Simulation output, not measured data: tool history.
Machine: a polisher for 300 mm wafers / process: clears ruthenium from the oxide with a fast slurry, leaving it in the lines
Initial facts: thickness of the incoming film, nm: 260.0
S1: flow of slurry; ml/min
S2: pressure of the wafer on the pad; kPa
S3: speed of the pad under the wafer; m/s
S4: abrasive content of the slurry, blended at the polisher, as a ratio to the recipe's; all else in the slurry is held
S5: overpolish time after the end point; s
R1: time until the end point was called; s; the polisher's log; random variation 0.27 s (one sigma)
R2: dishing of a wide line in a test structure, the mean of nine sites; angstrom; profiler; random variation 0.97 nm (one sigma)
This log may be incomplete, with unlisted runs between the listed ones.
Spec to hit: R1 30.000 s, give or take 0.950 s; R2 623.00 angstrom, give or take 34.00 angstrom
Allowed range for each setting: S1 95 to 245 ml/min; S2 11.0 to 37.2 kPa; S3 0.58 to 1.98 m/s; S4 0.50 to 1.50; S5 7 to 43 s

run,day,S1,S2,S3,S4,S5,R1,R2
1,0.000,155,24.1,1.28,1.00,22,46.636,868.03
2,0.271,190,24.1,1.28,1.00,22,45.188,917.55
3,0.508,170,24.1,1.28,1.00,22,45.282,888.42
4,0.746,170,24.1,1.08,1.00,22,54.329,799.86
5,0.854,155,26.9,1.14,0.95,19,48.061,787.08
6,1.025,130,26.9,1.14,0.95,19,49.714,757.76
7,1.283,95,33.8,1.28,0.95,9,36.912,524.84
8,1.392,110,34.5,1.28,0.95,9,35.649,546.65
9,1.658,120,35.2,1.28,0.95,9,35.198,537.29
10,1.746,120,35.9,1.30,0.95,9,33.449,568.14
11,1.929,120,35.9,1.30,0.95,9,34.144,566.46
12,2.175,120,35.9,1.32,0.95,9,33.846,550.37
13,2.379,120,35.9,1.34,0.95,9,33.276,587.91
14,2.408,125,35.9,1.36,0.95,9,32.266,576.90
15,2.633,150,37.2,1.36,0.95,11,30.129,715.66
16,2.725,145,37.2,1.36,0.95,11,30.730,716.63
17,2.838,140,37.2,1.38,0.95,11,30.018,714.85
18,2.942,130,37.2,1.40,0.95,7,29.987,509.88
19,3.229,130,37.2,1.40,0.95,8,30.160,573.69

Which of these 4 next moves meets every target?
A,3.517,125,37.2,1.46,0.80,11,?,?
B,3.517,200,33.8,1.54,0.85,9,?,?
C,3.517,120,33.8,1.68,0.90,7,?,?
D,3.517,135,37.2,1.30,1.10,11,?,?

move,R1,R2
A,31.443,708.60
B,30.099,625.78
C,28.710,528.96
D,30.715,721.57
A: carries the result that was furthest off beyond its target, to the other side
B: every result lands within tolerance
C: moves away from the targets compared with the last run
D: carries the result that was furthest off beyond its target, to the other side
Go with B: it meets all targets.

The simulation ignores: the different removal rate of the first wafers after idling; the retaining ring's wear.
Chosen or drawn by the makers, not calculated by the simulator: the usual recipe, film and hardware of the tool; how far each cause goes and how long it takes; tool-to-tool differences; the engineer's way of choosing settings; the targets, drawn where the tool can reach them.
